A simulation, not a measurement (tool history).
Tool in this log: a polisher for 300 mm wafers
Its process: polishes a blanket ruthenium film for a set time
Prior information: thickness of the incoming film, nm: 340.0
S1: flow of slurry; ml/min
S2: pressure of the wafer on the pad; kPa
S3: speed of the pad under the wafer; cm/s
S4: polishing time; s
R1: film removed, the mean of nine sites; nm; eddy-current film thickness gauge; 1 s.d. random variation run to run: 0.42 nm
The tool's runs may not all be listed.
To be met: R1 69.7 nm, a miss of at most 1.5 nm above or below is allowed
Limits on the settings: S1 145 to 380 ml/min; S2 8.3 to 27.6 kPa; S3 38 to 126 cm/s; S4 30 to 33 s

run	hour	S1	S2	S3	S4	R1
1	0	245	17.9	82	33	43.535
2	5	255	20	82	33	49.266
3	14.1	255	20	82	33	48.405
4	15	260	22.1	82	33	53.736
5	17.8	235	22.1	82	33	53.031
6	22.9	260	23.4	82	33	57.198
7	24.8	270	24.8	82	33	61.105
8	31.9	275	27.6	82	33	67.803

Pick the move, out of 4, that brings all results within their allowed miss; only one does.
A	39	350	27.6	82	32	?
B	39	295	26.2	98	32	?
C	39	280	27.6	88	32	?
D	39	330	26.9	92	33	?

move	R1
A	65.541
B	73.325
C	69.197
D	73.462
A: the biggest miss grows against the last run
B: carries the result that was furthest off beyond its target, to the other side
C: every result lands within tolerance
D: carries the result that was furthest off beyond its target, to the other side
The right move is C.
